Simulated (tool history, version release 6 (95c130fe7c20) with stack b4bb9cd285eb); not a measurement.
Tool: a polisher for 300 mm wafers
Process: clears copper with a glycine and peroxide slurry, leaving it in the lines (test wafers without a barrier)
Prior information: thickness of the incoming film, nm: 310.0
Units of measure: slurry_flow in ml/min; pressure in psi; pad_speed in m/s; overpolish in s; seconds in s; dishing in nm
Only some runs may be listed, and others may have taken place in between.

run	hour	slurry_flow	pressure	pad_speed	overpolish	seconds	dishing
1	0	160	2.7	0.8	23	73.603	60.419
2	2.2	160	2.8	0.84	21	69.442	59.645
3	9.8	160	2.8	0.94	21	61.967	62.553
4	14.3	160	2.8	0.94	31	63.506	83.484
5	15.1	165	2.7	0.98	28	62.714	78.228
6	17.9	155	2.8	1	25	60.259	73.063
7	18.9	165	2.7	1.04	22	60.358	67.22
8	20.5	155	2.8	1.04	20	58.171	64.648
9	23.9	145	2.8	1.06	18	59.553	60.264
10	32.1	160	2.7	1.08	16	56.686	53.551
11	35.1	170	2.7	1.1	15	56.236	51.509
12	42.3	185	3.2	1.18	7	46.297	33.077
13	45.2	175	3.2	1.18	7	45.649	33.353

The next listed run, before its measurement:
14	53.6	170	3.2	1.18	7	?	?

seconds: 45.419 s
dishing: 32.264 nm
